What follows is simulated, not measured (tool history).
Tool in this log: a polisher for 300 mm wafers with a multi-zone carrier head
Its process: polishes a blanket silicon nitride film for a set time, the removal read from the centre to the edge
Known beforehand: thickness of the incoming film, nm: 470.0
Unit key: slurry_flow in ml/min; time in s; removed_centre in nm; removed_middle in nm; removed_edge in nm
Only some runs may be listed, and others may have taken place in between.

run  hour  slurry_flow  centre_zone  middle_zone  edge_zone  time  removed_centre  removed_middle  removed_edge
  1   0.0          290         1.00         1.00       1.00    78          148.76          154.94        150.58
  2   7.0          295         1.01         1.01       1.03    82          155.66          162.85        158.58
  3  15.5          295         1.01         1.01       1.07    82          155.32          166.35        164.07
  4  20.2          295         1.01         1.01       1.07    92          174.41          183.83        181.45
  5  22.9          300         1.02         1.01       1.09    95          182.38          192.23        192.46
  6  28.7          300         1.02         0.95       1.09    95          183.31          182.88        193.28
  7  31.3          310         1.03         0.96       1.10    97          188.73          185.71        195.22
  8  39.5          305         1.04         0.97       1.11    99          194.53          192.64        201.98

For run 9, what comes out?
  9  40.6          305         1.05         0.98       1.12   101               ?               ?             ?

removed_centre: 200.34 nm
removed_middle: 200.21 nm
removed_edge: 203.13 nm

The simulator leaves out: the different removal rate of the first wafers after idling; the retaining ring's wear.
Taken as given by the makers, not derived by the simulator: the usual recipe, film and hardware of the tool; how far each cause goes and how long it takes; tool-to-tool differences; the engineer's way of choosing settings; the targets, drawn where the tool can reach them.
